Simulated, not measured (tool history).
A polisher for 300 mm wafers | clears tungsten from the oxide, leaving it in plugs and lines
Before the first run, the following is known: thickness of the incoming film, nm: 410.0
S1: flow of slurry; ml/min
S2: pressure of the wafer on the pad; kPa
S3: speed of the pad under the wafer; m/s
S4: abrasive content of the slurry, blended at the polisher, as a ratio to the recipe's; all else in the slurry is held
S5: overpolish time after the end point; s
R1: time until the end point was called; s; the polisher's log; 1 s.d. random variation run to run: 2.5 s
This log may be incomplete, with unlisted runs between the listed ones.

| run | hour | S1 | S2 | S3 | S4 | S5 | R1 |
|---|---|---|---|---|---|---|---|
| 1 | 0 | 165 | 22.8 | 1.28 | 1 | 18 | 82.958 |
| 2 | 0.5 | 165 | 22.8 | 1.28 | 1 | 18 | 82.308 |
| 3 | 5.2 | 165 | 21.4 | 1.24 | 1 | 18 | 88.721 |
| 4 | 11.2 | 165 | 21.4 | 1.24 | 1.15 | 18 | 87.122 |
| 5 | 13.6 | 165 | 20 | 1.2 | 1.15 | 18 | 95.181 |
| 6 | 19.7 | 120 | 20 | 1.2 | 1.15 | 18 | 99.612 |
| 7 | 25.6 | 120 | 18.6 | 1.16 | 1.15 | 18 | 109.34 |
| 8 | 27 | 120 | 17.2 | 1.14 | 1.15 | 18 | 124.08 |
| 9 | 32.1 | 120 | 16.5 | 1.14 | 1.15 | 18 | 124.7 |

Estimate the outcome of run 10 from the log above:
| 10 | 36.5 | 115 | 10.3 | 0.92 | 1.15 | 18 | ? |

R1: 243.87 s

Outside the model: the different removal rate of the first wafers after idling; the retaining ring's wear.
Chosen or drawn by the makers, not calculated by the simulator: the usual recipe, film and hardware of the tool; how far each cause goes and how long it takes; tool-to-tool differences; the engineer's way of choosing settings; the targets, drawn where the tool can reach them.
